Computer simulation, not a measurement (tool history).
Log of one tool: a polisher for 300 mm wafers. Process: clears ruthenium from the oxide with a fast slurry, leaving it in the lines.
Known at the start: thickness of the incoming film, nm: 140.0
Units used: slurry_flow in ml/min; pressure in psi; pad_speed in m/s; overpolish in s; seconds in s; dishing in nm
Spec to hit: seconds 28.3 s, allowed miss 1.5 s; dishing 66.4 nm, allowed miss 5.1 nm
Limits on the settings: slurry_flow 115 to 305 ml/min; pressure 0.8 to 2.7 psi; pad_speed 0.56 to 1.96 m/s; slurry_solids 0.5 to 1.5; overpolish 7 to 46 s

run	hour	slurry_flow	pressure	pad_speed	slurry_solids	overpolish	seconds	dishing
1	0	195	1.7	1.26	1	24	42.285	54.704
2	5.1	195	1.8	1.26	1	24	38.994	53.971
3	6.4	195	1.9	1.26	1	24	37.484	55.808
4	12.1	195	2	1.26	1	24	35.916	56.808
5	12.8	150	2	1.26	1	24	35.545	57.883
6	20.4	130	2	1.26	1	24	37.724	58.61
7	28.2	135	2.1	1.26	1	24	35.082	57.172
8	29.7	135	2.3	1.28	1	26	31.151	65.372

Exactly one of the 5 candidate moves below puts every result within its allowed miss. Which one?
A	31.2	130	2.2	1.32	0.85	30	?	?
B	31.2	120	2.2	1.22	1.05	28	?	?
C	31.2	130	2.3	1.16	0.95	27	?	?
D	31.2	115	2.3	1.48	1	24	?	?
E	31.2	125	2.3	1.14	1.1	29	?	?

move	seconds	dishing
A	34.09	66.929
B	34.55	63.804
C	35.609	61.285
D	28.169	65.703
E	34.648	65.028
A: the biggest miss grows against the last run
B: the biggest miss grows against the last run
C: the biggest miss grows against the last run
D: hits every target within its allowed miss
E: the biggest miss grows against the last run
D is the move that brings every result within its allowed miss.
